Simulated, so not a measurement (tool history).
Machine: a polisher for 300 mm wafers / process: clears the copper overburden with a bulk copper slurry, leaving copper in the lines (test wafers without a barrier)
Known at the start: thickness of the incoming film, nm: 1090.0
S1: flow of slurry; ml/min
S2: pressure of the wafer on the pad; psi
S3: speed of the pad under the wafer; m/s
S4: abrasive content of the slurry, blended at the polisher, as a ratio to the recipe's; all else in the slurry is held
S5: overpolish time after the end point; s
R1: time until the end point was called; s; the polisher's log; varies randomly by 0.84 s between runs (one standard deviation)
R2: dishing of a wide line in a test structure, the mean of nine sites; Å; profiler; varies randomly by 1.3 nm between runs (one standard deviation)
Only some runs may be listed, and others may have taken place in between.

run    day   S1   S2    S3   S4  S5      R1      R2
  1      0  300  2.9   1.3    1  16  82.201  741.65
  2  0.033  300    3   1.3    1  16  81.711  768.49
  3  0.279  300    3  1.04    1  16  102.86  681.92
  4  0.525  300    3  1.04  1.2  16  94.681  725.26
  5  0.867  300  3.2  1.06  1.2  15  89.398  700.51
  6  1.104  300  3.2  0.76  1.2  15  125.41   594.8
     1.433  -- worn pad replaced by a new one
  7  1.433  300  3.4  0.82  1.2  15  102.88  672.41

Forecast run 8:
  8  1.725  300  3.6  0.84  1.2  14   ?   ?

R1: 95.959 s
R2: 677.1 Å

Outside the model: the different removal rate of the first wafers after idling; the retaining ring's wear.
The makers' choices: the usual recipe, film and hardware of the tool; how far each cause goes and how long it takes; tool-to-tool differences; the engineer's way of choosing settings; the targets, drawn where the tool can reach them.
